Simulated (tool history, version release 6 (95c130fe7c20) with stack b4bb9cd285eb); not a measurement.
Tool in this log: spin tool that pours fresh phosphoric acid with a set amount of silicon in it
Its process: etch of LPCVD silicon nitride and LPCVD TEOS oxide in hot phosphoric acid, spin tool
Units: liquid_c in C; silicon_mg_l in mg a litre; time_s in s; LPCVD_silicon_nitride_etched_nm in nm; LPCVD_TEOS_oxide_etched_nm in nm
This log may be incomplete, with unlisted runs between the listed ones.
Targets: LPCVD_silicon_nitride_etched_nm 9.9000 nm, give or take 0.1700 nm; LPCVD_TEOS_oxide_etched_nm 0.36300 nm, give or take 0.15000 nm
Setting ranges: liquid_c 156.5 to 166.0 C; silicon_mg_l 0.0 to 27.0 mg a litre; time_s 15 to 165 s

run   hour  liquid_c  silicon_mg_l  time_s  LPCVD_silicon_nitride_etched_nm  LPCVD_TEOS_oxide_etched_nm
  1    0.0     161.0          12.0      85                           7.4008                     0.19962
  2    4.8     162.5          12.0      85                           7.7482                     0.19113
  3    7.5     161.5          12.0      85                           7.5398                     0.22177
  4   12.0     161.5           6.0      85                           7.5756                     0.25761
  5   19.3     161.5           8.5      85                           7.5487                     0.18911
  6   23.8     161.5          13.0      85                           7.4749                     0.18966
  7   24.8     162.5          10.0      85                           7.7823                     0.25132
  8   28.9     163.0          11.0      90                           8.3135                     0.29931
  9   34.4     163.0          12.5      95                           8.7938                     0.26270
 10   42.5     163.0          12.5      95                           8.8698                     0.23656
 11   48.4     165.5           5.0      95                           9.5655                     0.40563
 12   55.5     165.5           6.0      95                           9.6417                     0.48333
 13   63.4     165.5           0.0     100                          10.0460                     0.45572
 14   69.0     165.5           1.0     100                          10.1600                     0.51563
 15   75.8     165.5           2.5     100                          10.0790                     0.46977
 16   80.2     165.5           3.5     100                          10.0430                     0.46019
 17   87.7     165.5           4.5     100                          10.0990                     0.44263
 18   95.9     165.5           5.0     100                          10.1150                     0.40503
 19   97.9     165.5           5.5     100                          10.1340                     0.45074
 20  101.5     165.5           6.0     100                          10.1430                     0.38191

Below are 5 possible settings for the next run. Only one of them brings all results inside the allowed miss of their targets. Which is it?
  A  105.1     165.5           5.0     105                                ?                           ?
  B  105.1     163.5           0.0     110                                ?                           ?
  C  105.1     165.0           9.0     100                                ?                           ?
  D  105.1     162.5          13.5     115                                ?                           ?
  E  105.1     165.5          11.5     105                                ?                           ?

move  LPCVD_silicon_nitride_etched_nm  LPCVD_TEOS_oxide_etched_nm
   A                          10.5840                     0.50784
   B                          10.3820                     0.50615
   C                           9.9159                     0.42916
   D                          10.5000                     0.37114
   E                          10.5840                     0.44182
A: lands further from the targets than the last run did
B: lands further from the targets than the last run did
C: every result lands within tolerance
D: lands further from the targets than the last run did
E: lands further from the targets than the last run did
So the answer is move C, the one that meets all the targets.
